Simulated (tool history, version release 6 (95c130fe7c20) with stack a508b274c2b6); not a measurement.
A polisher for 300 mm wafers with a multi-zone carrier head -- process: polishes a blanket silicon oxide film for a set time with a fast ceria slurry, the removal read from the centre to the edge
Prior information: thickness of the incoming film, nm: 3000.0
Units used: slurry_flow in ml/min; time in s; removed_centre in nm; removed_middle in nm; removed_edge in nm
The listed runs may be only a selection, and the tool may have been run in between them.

run,hour,slurry_flow,centre_zone,middle_zone,edge_zone,time,removed_centre,removed_middle,removed_edge
1,0,160,1,1,1,42,688.06,704.23,721.6
2,4,160,1,1.07,1,42,678.36,751.91,698.27
3,10.8,160,1.02,1.05,1.01,42,690.83,739.29,722.32
4,17.9,160,1.02,1.08,1.01,42,699.26,755.79,718.73
5,21.1,160,1.05,1.06,1.01,42,711.94,743.77,701.5
6,25.4,160,1.07,1.03,1.03,42,721.54,723.13,727.98
7,34.1,160,1.09,1.01,1.03,42,748.62,707.73,719.77
8,36.7,160,1.1,1,1.04,42,770.02,707.99,725.15
9,43.3,160,1.1,0.99,1.05,42,768.2,707.64,733.03
10,45.6,160,1.11,0.98,1.06,42,759.11,696.05,742.71

What does the tool deliver on the next run?
11,54.3,160,1.12,0.97,1.06,42,?,?,?

Run 11 yielded removed_centre 772.04 nm, removed_middle 694.34 nm, removed_edge 733.59 nm.
